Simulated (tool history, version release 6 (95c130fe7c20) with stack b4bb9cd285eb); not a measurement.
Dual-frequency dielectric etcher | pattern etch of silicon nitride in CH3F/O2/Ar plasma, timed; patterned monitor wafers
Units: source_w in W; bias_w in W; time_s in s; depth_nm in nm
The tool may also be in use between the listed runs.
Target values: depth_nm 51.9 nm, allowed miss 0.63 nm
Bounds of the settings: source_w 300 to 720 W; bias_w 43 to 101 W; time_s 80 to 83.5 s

run  hour  source_w  bias_w  time_s  depth_nm
  1     0       510      72      80     57.75
  2   2.1       480      72      80    56.307
  3   8.5       460      72      80    55.507
  4  14.3       460      63      80    54.036
  5  18.9       450      63      80    53.331
  6  20.4       380      63      80     50.06
  7  21.3       390      63      80    50.595
  8  28.2       400      63      80    51.372

4 next moves are on the table. One of them brings every result within its allowed miss. Which?
  A  35.1       340      68      81         ?
  B  35.1       390      58    80.5         ?
  C  35.1       430      65    80.5         ?
  D  35.1       410      58    81.5         ?

move  depth_nm
   A    49.514
   B    49.885
   C    53.008
   D    51.434
A: moves away from the targets compared with the last run
B: moves away from the targets compared with the last run
C: takes the result that was furthest off past its target
D: all results in spec
So the answer is move D, the one that meets all the targets.

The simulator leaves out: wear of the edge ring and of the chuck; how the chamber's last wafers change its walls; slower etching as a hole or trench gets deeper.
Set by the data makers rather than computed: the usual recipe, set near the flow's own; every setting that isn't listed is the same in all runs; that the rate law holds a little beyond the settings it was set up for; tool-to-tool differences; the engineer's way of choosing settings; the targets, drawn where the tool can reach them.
